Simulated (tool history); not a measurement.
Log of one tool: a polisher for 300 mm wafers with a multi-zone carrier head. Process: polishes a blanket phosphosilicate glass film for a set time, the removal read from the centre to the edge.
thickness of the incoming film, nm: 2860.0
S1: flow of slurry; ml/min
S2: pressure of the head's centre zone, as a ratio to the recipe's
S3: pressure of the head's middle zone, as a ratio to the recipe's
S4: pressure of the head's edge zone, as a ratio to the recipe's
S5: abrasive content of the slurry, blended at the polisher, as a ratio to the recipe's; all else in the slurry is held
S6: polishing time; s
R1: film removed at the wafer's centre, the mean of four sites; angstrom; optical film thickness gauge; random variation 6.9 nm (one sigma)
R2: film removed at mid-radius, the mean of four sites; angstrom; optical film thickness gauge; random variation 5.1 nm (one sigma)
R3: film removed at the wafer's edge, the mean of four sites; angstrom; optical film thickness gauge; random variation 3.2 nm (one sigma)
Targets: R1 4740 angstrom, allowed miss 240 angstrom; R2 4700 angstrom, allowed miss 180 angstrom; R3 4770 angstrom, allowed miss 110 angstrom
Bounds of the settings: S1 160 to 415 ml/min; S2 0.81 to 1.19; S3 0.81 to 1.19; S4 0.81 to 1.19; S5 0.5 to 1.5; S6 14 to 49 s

run	day	S1	S2	S3	S4	S5	S6	R1	R2	R3
1	0	265	1	1	1	1	31	3558.7	3604.2	3612.2
2	0.288	265	1	1	0.92	1	31	3602.8	3593.5	3431.3
3	0.658	275	1.03	1.02	0.98	1.1	31	3755.9	3696.7	3699.8
4	0.867	280	1.05	1.05	0.99	1.2	32	4023.6	4069	3911.2
5	1.196	280	1.11	1.05	0.99	1.2	32	4136	4033	3942.4
6	1.225	285	1.12	1.06	1.02	1.3	32	4344.1	4113.6	4067.1
7	1.575	290	1.1	1.07	1.05	1.35	33	4418	4448.3	4297.3
8	1.6	290	1.1	1.06	1.07	1.4	33	4401.9	4497.1	4390.2
9	1.642	295	1.11	1.05	1.08	1.45	33	4601.3	4423.9	4495.2
10	1.692	300	1.11	1.05	1.09	1.45	33	4585.3	4500.1	4509.2
11	2.021	305	1.11	1.05	1.1	1.45	33	4649.5	4553.2	4569.6
12	2.346	315	1.11	1.05	1.11	1.45	33	4668.5	4481.8	4601.4
13	2.579	325	1.11	1.06	1.12	1.45	33	4601.9	4535.6	4629.8
14	2.608	330	1.11	1.07	1.12	1.45	33	4633.2	4490.4	4642.4
15	2.812	330	1.11	1.08	1.12	1.45	33	4636.3	4615.4	4614
16	2.842	335	1.11	1.08	1.13	1.45	33	4595.3	4660.6	4618.8
17	3.004	340	1.11	1.08	1.14	1.45	33	4607.8	4621.1	4668.5
18	3.067	345	1.11	1.08	1.14	1.45	33	4498.4	4522.9	4676.9
19	3.158	345	1.12	1.08	1.14	1.45	33	4585.1	4583.2	4647.8

Which of these 4 next moves meets every target?
A	3.25	345	1.16	1.05	1.12	1.45	32	?	?	?
B	3.25	335	1.15	1.12	1.13	1.4	33	?	?	?
C	3.25	355	1.14	1.15	1.07	1.3	34	?	?	?
D	3.25	325	1.06	1.06	1.14	1.35	35	?	?	?

move	R1	R2	R3
A	4613.9	4410.2	4445.3
B	4673.5	4697.6	4542.8
C	4707.2	4843.4	4474.7
D	4663.9	4728.9	4778.3
A: further off than the last run
B: further off than the last run
C: further off than the last run
D: meets every target
Answer: D
